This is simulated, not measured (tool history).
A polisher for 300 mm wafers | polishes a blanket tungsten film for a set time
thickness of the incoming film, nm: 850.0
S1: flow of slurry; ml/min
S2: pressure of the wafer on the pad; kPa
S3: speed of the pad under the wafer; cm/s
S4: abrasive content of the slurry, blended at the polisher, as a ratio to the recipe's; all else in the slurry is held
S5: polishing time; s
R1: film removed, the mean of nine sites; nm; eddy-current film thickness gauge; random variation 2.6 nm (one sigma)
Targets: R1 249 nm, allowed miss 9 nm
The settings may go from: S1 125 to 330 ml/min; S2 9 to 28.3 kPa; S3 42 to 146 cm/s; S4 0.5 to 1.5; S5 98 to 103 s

Run 1, hour 0: S1 210 ml/min, S2 18.6 kPa, S3 94 cm/s, S4 1, S5 98 s. Result: R1 292.1 nm.
Run 2, hour 0.6: S1 210 ml/min, S2 20 kPa, S3 94 cm/s, S4 1, S5 98 s. Result: R1 305.36 nm.
Run 3, hour 6.2: S1 210 ml/min, S2 18.6 kPa, S3 94 cm/s, S4 1, S5 98 s. Result: R1 287.97 nm.
Run 4, hour 6.9: S1 210 ml/min, S2 18.6 kPa, S3 94 cm/s, S4 1, S5 98 s. Result: R1 295.06 nm.
Run 5, hour 7.6: S1 210 ml/min, S2 18.6 kPa, S3 94 cm/s, S4 1, S5 103 s. Result: R1 311.24 nm.
Run 6, hour 15.3: S1 210 ml/min, S2 18.6 kPa, S3 116 cm/s, S4 1, S5 103 s. Result: R1 380.84 nm.
Run 7, hour 20.2: S1 210 ml/min, S2 16.5 kPa, S3 116 cm/s, S4 1, S5 103 s. Result: R1 350.44 nm.
Run 8, hour 25.1: S1 210 ml/min, S2 14.5 kPa, S3 116 cm/s, S4 1, S5 103 s. Result: R1 314.85 nm.
Run 9, hour 28.2: S1 210 ml/min, S2 13.1 kPa, S3 116 cm/s, S4 1, S5 103 s. Result: R1 298.74 nm.
Run 10, hour 36.7: S1 210 ml/min, S2 12.4 kPa, S3 116 cm/s, S4 1, S5 103 s. Result: R1 291.5 nm.
Run 11, hour 38: S1 210 ml/min, S2 11.7 kPa, S3 116 cm/s, S4 1, S5 103 s. Result: R1 282.72 nm.
Run 12, hour 39.2: S1 210 ml/min, S2 11 kPa, S3 116 cm/s, S4 1, S5 103 s. Result: R1 271.6 nm.
Run 13, hour 45.1: S1 210 ml/min, S2 10.3 kPa, S3 116 cm/s, S4 1, S5 103 s. Result: R1 264.9 nm.

4 next moves are on the table. One of them brings every result within its allowed miss. Which?
Run A, hour 51: S1 215 ml/min, S2 17.9 kPa, S3 80 cm/s, S4 1, S5 101 s. Result: R1 ?.
Run B, hour 51: S1 125 ml/min, S2 11.7 kPa, S3 126 cm/s, S4 1.15, S5 99 s. Result: R1 ?.
Run C, hour 51: S1 195 ml/min, S2 10.3 kPa, S3 132 cm/s, S4 0.95, S5 98 s. Result: R1 ?.
Run D, hour 51: S1 210 ml/min, S2 15.9 kPa, S3 104 cm/s, S4 0.8, S5 101 s. Result: R1 ?.

move      R1
   A  251.26
   B  275.47
   C  279.23
   D  284.62
A: meets every target
B: further off than the last run
C: further off than the last run
D: further off than the last run
The right move is A.
